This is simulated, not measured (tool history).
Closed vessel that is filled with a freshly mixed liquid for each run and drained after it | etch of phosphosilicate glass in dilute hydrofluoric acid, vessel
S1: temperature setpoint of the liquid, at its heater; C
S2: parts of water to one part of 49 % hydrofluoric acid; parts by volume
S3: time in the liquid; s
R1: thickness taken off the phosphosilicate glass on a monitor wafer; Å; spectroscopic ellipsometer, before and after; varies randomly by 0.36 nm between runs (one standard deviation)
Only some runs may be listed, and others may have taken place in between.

{"run": 1, "day": 0.0, "S1": 22.0, "S2": 110, "S3": 30, "R1": 486.82}
{"run": 2, "day": 0.258, "S1": 22.0, "S2": 110, "S3": 30, "R1": 485.76}
{"run": 3, "day": 0.467, "S1": 19.5, "S2": 110, "S3": 30, "R1": 438.46}
{"run": 4, "day": 0.496, "S1": 22.0, "S2": 95, "S3": 30, "R1": 571.84}
{"run": 5, "day": 0.529, "S1": 24.0, "S2": 85, "S3": 30, "R1": 703.4}
{"run": 6, "day": 0.767, "S1": 24.0, "S2": 85, "S3": 30, "R1": 704.14}
{"run": 7, "day": 0.979, "S1": 25.5, "S2": 80, "S3": 30, "R1": 797.44}

Estimate the outcome of run 8 from the log above:
{"run": 8, "day": 1.271, "S1": 29.5, "S2": 60, "S3": 30, "R1": "?"}

R1: 1281.20 Å
